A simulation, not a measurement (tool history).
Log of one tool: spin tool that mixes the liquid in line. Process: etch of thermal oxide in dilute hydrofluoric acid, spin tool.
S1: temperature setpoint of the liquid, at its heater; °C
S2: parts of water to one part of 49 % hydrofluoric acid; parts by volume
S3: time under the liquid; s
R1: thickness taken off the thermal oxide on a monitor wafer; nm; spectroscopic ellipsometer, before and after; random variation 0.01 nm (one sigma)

{"run": 1, "day": 0.0, "S1": 24.0, "S2": 300, "S3": 40, "R1": 0.48305}
{"run": 2, "day": 0.112, "S1": 25.5, "S2": 280, "S3": 40, "R1": 0.57168}
{"run": 3, "day": 0.25, "S1": 27.0, "S2": 280, "S3": 40, "R1": 0.59185}
{"run": 4, "day": 0.325, "S1": 28.0, "S2": 270, "S3": 40, "R1": 0.64144}
{"run": 5, "day": 0.608, "S1": 30.0, "S2": 270, "S3": 40, "R1": 0.69536}
{"run": 6, "day": 0.654, "S1": 30.5, "S2": 265, "S3": 40, "R1": 0.69737}

Run 7 comes next. What will it give?
{"run": 7, "day": 0.829, "S1": 30.5, "S2": 265, "S3": 40, "R1": "?"}

Run 7 gave R1 0.71453 nm.
